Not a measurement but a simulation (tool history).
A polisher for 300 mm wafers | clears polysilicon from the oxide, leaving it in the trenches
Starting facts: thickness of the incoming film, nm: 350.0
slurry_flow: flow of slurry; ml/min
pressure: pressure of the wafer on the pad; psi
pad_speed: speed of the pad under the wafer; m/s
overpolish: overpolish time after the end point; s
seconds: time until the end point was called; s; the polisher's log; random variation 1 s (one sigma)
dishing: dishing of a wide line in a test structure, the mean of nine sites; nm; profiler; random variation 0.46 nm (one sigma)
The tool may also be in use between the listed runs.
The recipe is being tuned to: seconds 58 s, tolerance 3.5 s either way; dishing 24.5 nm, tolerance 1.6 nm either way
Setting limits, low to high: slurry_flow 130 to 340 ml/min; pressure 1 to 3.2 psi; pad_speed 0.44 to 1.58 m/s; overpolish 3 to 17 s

run	hour	slurry_flow	pressure	pad_speed	overpolish	seconds	dishing
1	0	220	2.1	1	9	30.356	29.319
2	8.9	220	2.1	0.8	9	35.923	29.049
3	13.7	215	1.8	0.8	7	42.97	25.482
4	21.3	215	1.7	0.78	8	45.674	25.802
5	22.6	215	1.7	0.78	11	45.882	28.202
6	29.2	235	1.7	0.78	11	47.237	28.854
7	35.3	175	1.2	0.74	7	70.888	20.569
8	36.1	190	1.2	0.74	7	69.323	21.219
9	42.6	205	1.3	0.74	7	62.962	21.716
10	46.4	215	1.3	0.74	8	61.405	23.808
11	51.5	220	1.3	0.74	8	62.789	23.817

Exercise: of the 5 proposed moves below, exactly one satisfies all targets within the stated allowed misses. Which move is it?
A	56.6	170	1	1.06	6	?	?
B	56.6	175	1.2	0.9	8	?	?
C	56.6	185	1	0.88	8	?	?
D	56.6	170	1	0.92	8	?	?
E	56.6	235	1.4	0.62	10	?	?

move	seconds	dishing
A	59.022	21.579
B	57.939	24.852
C	69.69	22.923
D	67.712	23.235
E	68.562	25.388
A: meets the target for the result that was furthest off, but another lies outside its allowed miss
B: meets every target
C: the biggest miss grows against the last run
D: the biggest miss grows against the last run
E: the biggest miss grows against the last run
The move that meets every target is B.
